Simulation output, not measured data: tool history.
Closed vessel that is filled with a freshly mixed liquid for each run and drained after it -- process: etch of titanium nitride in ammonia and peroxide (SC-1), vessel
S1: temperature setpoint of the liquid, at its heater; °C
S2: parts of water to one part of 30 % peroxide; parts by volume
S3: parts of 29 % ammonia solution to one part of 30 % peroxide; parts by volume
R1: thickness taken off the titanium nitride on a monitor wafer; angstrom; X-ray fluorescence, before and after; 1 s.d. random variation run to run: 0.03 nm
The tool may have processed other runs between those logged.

run 1 day=0.000 | S1=53.0 S2=29 S3=0.50 time_in_the_liquid_(s)=120 | R1=26.875
run 2 day=0.158 | S1=53.0 S2=29 S3=0.50 time_in_the_liquid_(s)=80 | R1=18.015
run 3 day=0.333 | S1=56.5 S2=29 S3=0.50 time_in_the_liquid_(s)=80 | R1=22.550
run 4 day=0.512 | S1=56.5 S2=29 S3=0.50 time_in_the_liquid_(s)=120 | R1=34.182
run 5 day=0.858 | S1=57.5 S2=29 S3=0.50 time_in_the_liquid_(s)=120 | R1=36.108
run 6 day=0.883 | S1=57.5 S2=29 S3=0.55 time_in_the_liquid_(s)=120 | R1=36.965
run 7 day=1.146 | S1=58.5 S2=29 S3=0.55 time_in_the_liquid_(s)=120 | R1=39.602
run 8 day=1.300 | S1=59.5 S2=29 S3=0.55 time_in_the_liquid_(s)=120 | R1=42.282
run 9 day=1.579 | S1=60.0 S2=29 S3=0.55 time_in_the_liquid_(s)=120 | R1=43.660

Estimate the outcome of run 10 from the log above:
run 10 day=1.804 | S1=60.5 S2=29 S3=0.55 time_in_the_liquid_(s)=120 | R1=?

R1: 44.642 angstrom

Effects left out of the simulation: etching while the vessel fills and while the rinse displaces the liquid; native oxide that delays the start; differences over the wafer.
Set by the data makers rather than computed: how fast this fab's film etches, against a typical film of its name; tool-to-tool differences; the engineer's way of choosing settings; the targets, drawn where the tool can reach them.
